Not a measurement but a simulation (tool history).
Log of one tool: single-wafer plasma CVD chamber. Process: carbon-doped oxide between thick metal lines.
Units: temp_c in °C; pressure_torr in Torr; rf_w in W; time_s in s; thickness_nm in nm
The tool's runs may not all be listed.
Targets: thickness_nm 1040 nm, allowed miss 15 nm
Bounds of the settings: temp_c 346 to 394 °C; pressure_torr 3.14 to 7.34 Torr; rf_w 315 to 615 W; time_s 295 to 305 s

run 1 hour=0 | temp_c=370 pressure_torr=5.24 rf_w=465 time_s=295 | thickness_nm=1337.8
run 2 hour=7.6 | temp_c=373 pressure_torr=4.7 rf_w=430 time_s=295 | thickness_nm=1203.3
run 3 hour=11.2 | temp_c=373 pressure_torr=5.18 rf_w=430 time_s=295 | thickness_nm=1217.7
run 4 hour=13.6 | temp_c=378 pressure_torr=4.76 rf_w=425 time_s=295 | thickness_nm=1177.7
run 5 hour=19 | temp_c=378 pressure_torr=4.76 rf_w=425 time_s=305 | thickness_nm=1217.3
run 6 hour=25.7 | temp_c=381 pressure_torr=4.36 rf_w=415 time_s=305 | thickness_nm=1163.3
run 7 hour=33.5 | temp_c=384 pressure_torr=4.03 rf_w=410 time_s=305 | thickness_nm=1119
run 8 hour=39.9 | temp_c=384 pressure_torr=4.03 rf_w=410 time_s=305 | thickness_nm=1113.8
run 9 hour=43.4 | temp_c=386 pressure_torr=3.87 rf_w=410 time_s=305 | thickness_nm=1108.4
run 10 hour=46.5 | temp_c=388 pressure_torr=3.24 rf_w=370 time_s=304 | thickness_nm=942.89
run 11 hour=52.7 | temp_c=384 pressure_torr=3.48 rf_w=370 time_s=304 | thickness_nm=960.49
run 12 hour=58.1 | temp_c=384 pressure_torr=3.75 rf_w=370 time_s=304 | thickness_nm=969.41

Which of these 4 next moves meets every target?
run A hour=63.5 | temp_c=387 pressure_torr=4.94 rf_w=390 time_s=302 | thickness_nm=?
run B hour=63.5 | temp_c=388 pressure_torr=3.84 rf_w=400 time_s=305 | thickness_nm=?
run C hour=63.5 | temp_c=356 pressure_torr=3.45 rf_w=390 time_s=295 | thickness_nm=?
run D hour=63.5 | temp_c=378 pressure_torr=3.81 rf_w=390 time_s=302 | thickness_nm=?

move=A thickness_nm=1065.2
move=B thickness_nm=1064.9
move=C thickness_nm=1059.7
move=D thickness_nm=1041.2
A: takes the result that was furthest off past its target
B: takes the result that was furthest off past its target
C: takes the result that was furthest off past its target
D: meets every target
Answer: D
